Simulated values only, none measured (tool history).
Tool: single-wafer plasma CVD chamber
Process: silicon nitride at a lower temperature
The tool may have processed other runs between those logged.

| run | hour | heater temperature setpoint (deg C) | chamber pressure (Torr) | RF power (W) | deposition time (s) | mean film thickness on the monitor wafer (angstrom) |
|---|---|---|---|---|---|---|
| 1 | 0.0 | 340 | 1.79 | 315 | 35.2 | 442.97 |
| 2 | 4.6 | 340 | 1.48 | 315 | 35.2 | 406.50 |
| 3 | 11.9 | 340 | 1.48 | 290 | 35.2 | 382.01 |
| 4 | 17.5 | 340 | 1.48 | 250 | 35.2 | 339.61 |
| 5 | 24.0 | 340 | 1.56 | 260 | 35.3 | 359.58 |
| 6 | 30.8 | 340 | 1.63 | 265 | 35.4 | 372.21 |
| 7 | 33.0 | 340 | 1.70 | 270 | 35.5 | 384.86 |
| 8 | 39.6 | 340 | 1.76 | 275 | 35.6 | 394.69 |
| 9 | 42.8 | 340 | 1.81 | 280 | 35.7 | 408.36 |
| 10 | 48.9 | 340 | 1.86 | 285 | 35.7 | 420.48 |
| 11 | 55.4 | 340 | 1.91 | 290 | 35.7 | 428.19 |
| 12 | 57.1 | 340 | 1.95 | 295 | 35.7 | 433.80 |
| 13 | 59.4 | 340 | 1.99 | 300 | 35.7 | 447.28 |

Run 14, settings as shown, results not yet in. Your forecast:
| 14 | 65.7 | 340 | 2.03 | 305 | 35.7 | ? |

{"run 14": {"mean film thickness on the monitor wafer (angstrom)": 456.27}}
